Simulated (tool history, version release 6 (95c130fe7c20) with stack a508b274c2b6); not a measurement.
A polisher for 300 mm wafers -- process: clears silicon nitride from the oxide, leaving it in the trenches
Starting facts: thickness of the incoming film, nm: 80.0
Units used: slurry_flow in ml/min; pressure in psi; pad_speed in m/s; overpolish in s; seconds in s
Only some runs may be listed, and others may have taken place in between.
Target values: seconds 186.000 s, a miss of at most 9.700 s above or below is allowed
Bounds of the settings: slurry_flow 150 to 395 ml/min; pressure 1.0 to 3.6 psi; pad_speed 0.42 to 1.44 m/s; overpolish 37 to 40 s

run  hour  slurry_flow  pressure  pad_speed  overpolish  seconds
  1   0.0          250       2.3       0.92          37  106.210
  2   8.9          250       1.8       0.92          37  133.510
  3  12.7          250       1.8       1.12          37  109.710
  4  16.3          250       1.7       1.10          37  114.610
  5  22.7          250       1.7       1.22          37  107.050
  6  27.0          250       1.7       1.36          37   93.873
  7  31.2          250       1.7       1.36          37   92.712
  8  32.5          250       1.6       1.30          37  104.990
  9  40.3          250       1.5       1.26          37  112.430
 10  41.2          250       1.4       1.22          37  121.810
 11  45.1          250       1.3       1.18          37  134.680

Which one of the following 4 next-run settings gets every result inside its allowed miss? There is exactly one.
  A  49.0          260       1.9       1.36          37        ?
  B  49.0          310       1.0       1.06          37        ?
  C  49.0          255       1.7       1.36          37        ?
  D  49.0          205       2.5       0.94          37        ?

move  seconds
   A   85.164
   B  182.670
   C   93.977
   D   98.058
A: its largest miss is bigger than the last run's
B: hits every target within its allowed miss
C: its largest miss is bigger than the last run's
D: its largest miss is bigger than the last run's
Move B is the one to make.
